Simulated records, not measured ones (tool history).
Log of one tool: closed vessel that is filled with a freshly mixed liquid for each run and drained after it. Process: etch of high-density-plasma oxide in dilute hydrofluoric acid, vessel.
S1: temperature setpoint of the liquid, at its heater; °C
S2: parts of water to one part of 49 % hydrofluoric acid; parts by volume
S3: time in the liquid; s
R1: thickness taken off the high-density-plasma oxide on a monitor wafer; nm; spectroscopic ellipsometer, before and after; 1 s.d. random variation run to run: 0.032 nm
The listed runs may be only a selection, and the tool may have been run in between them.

| run | day | S1 | S2 | S3 | R1 |
|---|---|---|---|---|---|
| 1 | 0 | 21 | 165 | 95 | 3.8908 |
| 2 | 0.125 | 22.5 | 165 | 95 | 4.1308 |
| 3 | 0.3 | 24.5 | 150 | 95 | 4.9613 |
| 4 | 0.362 | 24.5 | 130 | 95 | 5.9445 |
| 5 | 0.671 | 26 | 130 | 95 | 6.2497 |
| 6 | 0.988 | 26 | 165 | 95 | 4.7404 |
| 7 | 1.142 | 27 | 150 | 95 | 5.5061 |

Expected results for the next run?
| 8 | 1.204 | 27.5 | 140 | 95 | ? |

Run 8 gave R1 6.0342 nm.
